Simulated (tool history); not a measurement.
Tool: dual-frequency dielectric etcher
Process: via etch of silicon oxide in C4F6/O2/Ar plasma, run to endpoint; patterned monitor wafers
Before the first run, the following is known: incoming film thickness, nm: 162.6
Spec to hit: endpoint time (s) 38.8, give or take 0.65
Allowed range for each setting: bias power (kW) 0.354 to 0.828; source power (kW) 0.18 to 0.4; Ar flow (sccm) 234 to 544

run	hour	bias power (kW)	source power (kW)	Ar flow (sccm)	endpoint time (s)
1	0	0.591	0.29	389	42.769
2	5.5	0.626	0.29	388	41.723
3	13.6	0.651	0.29	388	41.58
4	15.4	0.651	0.29	427	41.783
5	21.5	0.681	0.29	426	41.554
6	28.5	0.604	0.29	426	42.417
7	29.6	0.644	0.3	425	41.85
8	37.1	0.762	0.34	409	38.169

Of the 4 settings listed for the next run, only one would bring every result within its allowed miss of target. Which one?
A	44.6	0.805	0.34	403	?
B	44.6	0.726	0.3	439	?
C	44.6	0.713	0.34	416	?
D	44.6	0.758	0.35	377	?

move	endpoint time (s)
A	37.608
B	40.454
C	39.186
D	37.849
A: misses by more than the last run did
B: pushes the last run's worst result past its target
C: each result inside its tolerance
D: misses by more than the last run did
So the answer is move C, the one that meets all the targets.
